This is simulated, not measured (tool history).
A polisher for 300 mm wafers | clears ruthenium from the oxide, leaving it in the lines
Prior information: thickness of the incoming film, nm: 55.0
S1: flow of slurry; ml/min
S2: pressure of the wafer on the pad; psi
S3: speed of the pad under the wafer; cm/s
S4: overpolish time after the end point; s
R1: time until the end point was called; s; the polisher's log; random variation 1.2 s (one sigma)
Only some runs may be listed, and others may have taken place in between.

run	hour	S1	S2	S3	S4	R1
1	0	195	1.4	96	29	81.026
2	5.8	195	1.2	96	29	88.001
3	13.5	195	0.9	96	29	109.96
4	20.3	240	0.9	96	29	108.71
5	25.7	240	0.9	96	29	108.45
6	33.3	285	0.9	96	29	104.4
7	38.5	290	1.3	104	29	74.162

Run 8 has not been measured yet. What should we expect?
8	43.7	290	1.4	106	29	?

{"run 8": {"R1": 69.627}}

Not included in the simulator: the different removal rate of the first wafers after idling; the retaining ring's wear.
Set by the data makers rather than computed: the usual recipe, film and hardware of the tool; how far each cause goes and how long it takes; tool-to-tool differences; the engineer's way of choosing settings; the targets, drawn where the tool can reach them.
